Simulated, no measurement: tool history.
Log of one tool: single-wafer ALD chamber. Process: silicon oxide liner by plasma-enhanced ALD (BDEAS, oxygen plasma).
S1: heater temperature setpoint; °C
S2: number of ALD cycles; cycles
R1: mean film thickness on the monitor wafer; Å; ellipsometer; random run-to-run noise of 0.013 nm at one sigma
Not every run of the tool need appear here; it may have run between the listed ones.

run 1 day=0 | S1=325 S2=38 | R1=34.819
run 2 day=0.279 | S1=326 S2=36 | R1=32.958
run 3 day=0.375 | S1=327 S2=35 | R1=32.138
run 4 day=0.633 | S1=327 S2=34 | R1=31.555
run 5 day=0.675 | S1=322 S2=34 | R1=31.604
run 6 day=1.004 | S1=322 S2=33 | R1=30.37

What will run 7 give?
run 7 day=1.046 | S1=322 S2=32 | R1=?

R1: 29.728 Å
